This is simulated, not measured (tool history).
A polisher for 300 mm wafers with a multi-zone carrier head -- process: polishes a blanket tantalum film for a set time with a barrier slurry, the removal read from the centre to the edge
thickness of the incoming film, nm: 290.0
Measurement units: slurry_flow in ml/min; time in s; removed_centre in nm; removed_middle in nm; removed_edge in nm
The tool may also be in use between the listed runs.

{"run": 1, "hour": 0.0, "slurry_flow": 150, "centre_zone": 1.0, "middle_zone": 1.0, "edge_zone": 1.0, "slurry_solids": 1.0, "time": 63, "removed_centre": 104.15, "removed_middle": 102.86, "removed_edge": 100.88}
{"run": 2, "hour": 5.5, "slurry_flow": 150, "centre_zone": 1.05, "middle_zone": 1.0, "edge_zone": 1.0, "slurry_solids": 1.0, "time": 63, "removed_centre": 110.56, "removed_middle": 102.97, "removed_edge": 101.07}
{"run": 3, "hour": 8.5, "slurry_flow": 150, "centre_zone": 1.05, "middle_zone": 0.93, "edge_zone": 1.0, "slurry_solids": 1.0, "time": 63, "removed_centre": 110.43, "removed_middle": 98.902, "removed_edge": 102.21}
{"run": 4, "hour": 10.3, "slurry_flow": 150, "centre_zone": 1.05, "middle_zone": 0.93, "edge_zone": 1.0, "slurry_solids": 1.15, "time": 63, "removed_centre": 112.49, "removed_middle": 101.63, "removed_edge": 103.31}
{"run": 5, "hour": 13.8, "slurry_flow": 130, "centre_zone": 1.05, "middle_zone": 0.93, "edge_zone": 1.0, "slurry_solids": 1.15, "time": 63, "removed_centre": 110.63, "removed_middle": 97.719, "removed_edge": 102.4}
{"run": 6, "hour": 20.9, "slurry_flow": 130, "centre_zone": 1.05, "middle_zone": 0.93, "edge_zone": 1.0, "slurry_solids": 1.15, "time": 49, "removed_centre": 83.868, "removed_middle": 75.932, "removed_edge": 80.18}
{"run": 7, "hour": 27.5, "slurry_flow": 145, "centre_zone": 1.02, "middle_zone": 0.92, "edge_zone": 1.06, "slurry_solids": 1.25, "time": 50, "removed_centre": 87.345, "removed_middle": 80.549, "removed_edge": 88.307}
{"run": 8, "hour": 30.5, "slurry_flow": 185, "centre_zone": 0.95, "middle_zone": 0.97, "edge_zone": 1.16, "slurry_solids": 1.4, "time": 50, "removed_centre": 89.136, "removed_middle": 90.181, "removed_edge": 96.943}

The next listed run, before its measurement:
{"run": 9, "hour": 39.1, "slurry_flow": 190, "centre_zone": 0.94, "middle_zone": 0.96, "edge_zone": 1.17, "slurry_solids": 1.45, "time": 50, "removed_centre": "?", "removed_middle": "?", "removed_edge": "?"}

{"run 9": {"removed_centre": 90.058, "removed_middle": 91.222, "removed_edge": 98.267}}

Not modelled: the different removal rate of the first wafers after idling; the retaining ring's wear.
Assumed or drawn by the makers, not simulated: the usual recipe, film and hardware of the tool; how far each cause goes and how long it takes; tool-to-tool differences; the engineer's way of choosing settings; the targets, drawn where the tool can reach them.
